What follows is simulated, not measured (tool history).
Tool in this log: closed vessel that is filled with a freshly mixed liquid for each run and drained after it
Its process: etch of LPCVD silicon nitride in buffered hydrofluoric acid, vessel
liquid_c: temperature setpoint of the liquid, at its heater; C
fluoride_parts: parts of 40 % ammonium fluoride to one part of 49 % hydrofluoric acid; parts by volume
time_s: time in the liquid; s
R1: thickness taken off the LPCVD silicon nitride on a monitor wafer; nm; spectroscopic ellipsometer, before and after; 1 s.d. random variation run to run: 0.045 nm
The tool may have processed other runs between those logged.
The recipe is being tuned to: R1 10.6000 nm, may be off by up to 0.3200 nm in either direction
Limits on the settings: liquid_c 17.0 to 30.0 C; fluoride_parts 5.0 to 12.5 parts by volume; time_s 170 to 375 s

Run 1, hour 0.0: liquid_c 22.0 C, fluoride_parts 7.5 parts by volume, time_s 375 s. Result: R1 7.3991 nm.
Run 2, hour 4.7: liquid_c 22.0 C, fluoride_parts 7.5 parts by volume, time_s 170 s. Result: R1 3.3656 nm.
Run 3, hour 7.1: liquid_c 22.0 C, fluoride_parts 7.5 parts by volume, time_s 170 s. Result: R1 3.3398 nm.
Run 4, hour 15.6: liquid_c 24.5 C, fluoride_parts 6.5 parts by volume, time_s 235 s. Result: R1 6.1195 nm.
Run 5, hour 20.2: liquid_c 24.5 C, fluoride_parts 6.5 parts by volume, time_s 375 s. Result: R1 9.7009 nm.
At hour 27.8: thermometer replaced.
Run 6, hour 27.8: liquid_c 25.0 C, fluoride_parts 6.5 parts by volume, time_s 375 s. Result: R1 9.3596 nm.
Run 7, hour 31.2: liquid_c 25.5 C, fluoride_parts 6.5 parts by volume, time_s 375 s. Result: R1 9.6428 nm.
Run 8, hour 39.5: liquid_c 25.5 C, fluoride_parts 6.5 parts by volume, time_s 375 s. Result: R1 9.7174 nm.
Run 9, hour 42.8: liquid_c 25.5 C, fluoride_parts 6.5 parts by volume, time_s 375 s. Result: R1 9.6142 nm.
Run 10, hour 45.0: liquid_c 26.0 C, fluoride_parts 6.5 parts by volume, time_s 375 s. Result: R1 9.9606 nm.
Run 11, hour 46.4: liquid_c 26.5 C, fluoride_parts 6.5 parts by volume, time_s 375 s. Result: R1 10.2030 nm.

Of the 5 settings listed for the next run, only one would bring every result within its allowed miss of target. Which one?
Run A, hour 47.8: liquid_c 25.0 C, fluoride_parts 6.0 parts by volume, time_s 365 s. Result: R1 ?.
Run B, hour 47.8: liquid_c 27.0 C, fluoride_parts 6.0 parts by volume, time_s 350 s. Result: R1 ?.
Run C, hour 47.8: liquid_c 26.0 C, fluoride_parts 6.5 parts by volume, time_s 345 s. Result: R1 ?.
Run D, hour 47.8: liquid_c 24.5 C, fluoride_parts 5.5 parts by volume, time_s 355 s. Result: R1 ?.
Run E, hour 47.8: liquid_c 24.0 C, fluoride_parts 5.0 parts by volume, time_s 335 s. Result: R1 ?.

move       R1
   A   9.8009
   B  10.4640
   C   9.1228
   D   9.9873
   E   9.9412
A: misses by more than the last run did
B: all results land within tolerance of their targets
C: misses by more than the last run did
D: misses by more than the last run did
E: misses by more than the last run did
The move that meets every target is B.

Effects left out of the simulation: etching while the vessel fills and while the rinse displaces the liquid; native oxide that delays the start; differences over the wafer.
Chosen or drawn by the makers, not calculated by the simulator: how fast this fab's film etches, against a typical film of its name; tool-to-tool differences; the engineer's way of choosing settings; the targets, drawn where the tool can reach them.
